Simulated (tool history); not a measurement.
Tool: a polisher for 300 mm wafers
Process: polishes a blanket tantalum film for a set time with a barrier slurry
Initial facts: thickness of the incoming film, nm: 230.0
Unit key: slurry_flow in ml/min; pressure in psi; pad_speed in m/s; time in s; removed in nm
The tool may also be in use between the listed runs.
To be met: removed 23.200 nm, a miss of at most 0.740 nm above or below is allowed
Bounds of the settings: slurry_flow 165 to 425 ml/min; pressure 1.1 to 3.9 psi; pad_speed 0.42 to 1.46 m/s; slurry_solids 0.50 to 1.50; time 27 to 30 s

run,day,slurry_flow,pressure,pad_speed,slurry_solids,time,removed
1,0.000,275,2.5,0.94,1.00,30,54.120
2,0.338,275,2.3,0.90,1.00,30,46.816
3,0.529,275,2.3,0.90,1.00,30,47.985
4,0.696,275,2.1,0.86,1.00,30,41.589
5,0.850,275,1.9,0.84,1.00,30,37.412
6,0.983,275,1.9,0.84,1.00,27,33.651
7,1.300,275,1.8,0.84,1.00,27,31.786
8,1.346,275,1.7,0.84,1.00,27,30.120
9,1.588,270,1.1,0.84,1.00,27,19.741
10,1.946,280,1.1,0.84,1.00,27,19.936
11,2.054,280,1.2,0.84,1.00,27,21.695
12,2.238,285,1.2,0.84,1.00,27,21.150

Which single option among these 4 for the next run brings every result within its allowed miss of target? Just one does.
A,2.421,235,1.1,0.88,1.00,28,?
B,2.421,300,1.3,0.70,0.85,27,?
C,2.421,320,1.2,0.88,1.05,27,?
D,2.421,355,1.1,0.96,0.95,30,?

move,removed
A,21.370
B,19.260
C,23.286
D,25.697
A: gains on the last run, yet a result remains outside its allowed miss
B: lands further from the targets than the last run did
C: every result lands within tolerance
D: carries the result that was furthest off beyond its target, to the other side
Answer: C
